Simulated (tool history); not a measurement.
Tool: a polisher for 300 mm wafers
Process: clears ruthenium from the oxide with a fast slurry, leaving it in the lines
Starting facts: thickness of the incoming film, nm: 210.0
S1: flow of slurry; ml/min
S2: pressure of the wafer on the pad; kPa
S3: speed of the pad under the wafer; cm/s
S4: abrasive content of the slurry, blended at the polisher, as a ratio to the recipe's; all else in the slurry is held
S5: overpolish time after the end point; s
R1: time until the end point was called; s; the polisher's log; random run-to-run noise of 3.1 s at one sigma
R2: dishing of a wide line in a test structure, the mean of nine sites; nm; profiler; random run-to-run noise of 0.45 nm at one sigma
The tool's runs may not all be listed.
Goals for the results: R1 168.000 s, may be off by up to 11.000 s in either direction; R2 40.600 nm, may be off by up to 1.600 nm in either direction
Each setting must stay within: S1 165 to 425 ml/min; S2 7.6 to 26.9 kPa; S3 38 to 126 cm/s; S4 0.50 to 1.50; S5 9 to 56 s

Run 1, hour 0.0: S1 275 ml/min, S2 17.2 kPa, S3 82 cm/s, S4 1.00, S5 29 s. Result: R1 81.820 s, R2 55.525 nm.
Run 2, hour 2.8: S1 275 ml/min, S2 15.9 kPa, S3 80 cm/s, S4 1.00, S5 30 s. Result: R1 89.693 s, R2 51.725 nm.
Run 3, hour 11.6: S1 275 ml/min, S2 20.0 kPa, S3 80 cm/s, S4 1.00, S5 30 s. Result: R1 75.124 s, R2 60.854 nm.
Run 4, hour 15.7: S1 240 ml/min, S2 20.0 kPa, S3 80 cm/s, S4 1.00, S5 30 s. Result: R1 73.955 s, R2 60.583 nm.
Run 5, hour 24.0: S1 240 ml/min, S2 20.0 kPa, S3 98 cm/s, S4 1.00, S5 30 s. Result: R1 61.865 s, R2 69.457 nm.
Run 6, hour 29.4: S1 240 ml/min, S2 20.0 kPa, S3 82 cm/s, S4 1.00, S5 30 s. Result: R1 74.172 s, R2 61.227 nm.
Run 7, hour 32.5: S1 240 ml/min, S2 17.9 kPa, S3 78 cm/s, S4 1.00, S5 32 s. Result: R1 81.887 s, R2 58.489 nm.
Run 8, hour 37.0: S1 240 ml/min, S2 15.9 kPa, S3 72 cm/s, S4 1.00, S5 34 s. Result: R1 103.200 s, R2 53.309 nm.
Run 9, hour 40.5: S1 240 ml/min, S2 14.5 kPa, S3 72 cm/s, S4 1.00, S5 35 s. Result: R1 109.450 s, R2 49.386 nm.
Run 10, hour 42.1: S1 240 ml/min, S2 13.1 kPa, S3 72 cm/s, S4 1.00, S5 36 s. Result: R1 123.490 s, R2 48.621 nm.
Run 11, hour 50.3: S1 240 ml/min, S2 12.4 kPa, S3 72 cm/s, S4 1.00, S5 36 s. Result: R1 130.750 s, R2 45.932 nm.
Run 12, hour 51.8: S1 240 ml/min, S2 12.4 kPa, S3 72 cm/s, S4 1.00, S5 36 s. Result: R1 130.840 s, R2 46.261 nm.
Run 13, hour 56.2: S1 235 ml/min, S2 11.7 kPa, S3 72 cm/s, S4 1.00, S5 36 s. Result: R1 137.930 s, R2 44.884 nm.

Which one of the following 4 next-run settings gets every result inside its allowed miss? There is exactly one.
Run A, hour 60.6: S1 220 ml/min, S2 10.3 kPa, S3 66 cm/s, S4 0.95, S5 51 s. Result: R1 ?, R2 ?.
Run B, hour 60.6: S1 270 ml/min, S2 11.0 kPa, S3 62 cm/s, S4 0.90, S5 53 s. Result: R1 ?, R2 ?.
Run C, hour 60.6: S1 280 ml/min, S2 11.7 kPa, S3 62 cm/s, S4 0.90, S5 39 s. Result: R1 ?, R2 ?.
Run D, hour 60.6: S1 255 ml/min, S2 13.1 kPa, S3 70 cm/s, S4 0.80, S5 44 s. Result: R1 ?, R2 ?.

move       R1      R2
   A  185.460  46.790
   B  187.990  47.666
   C  176.720  39.483
   D  157.760  47.285
A: pushes the last run's worst result past its target
B: pushes the last run's worst result past its target
C: each result inside its tolerance
D: gets the furthest-off result to its target, but another result is out of tolerance
Move C is the one to make.
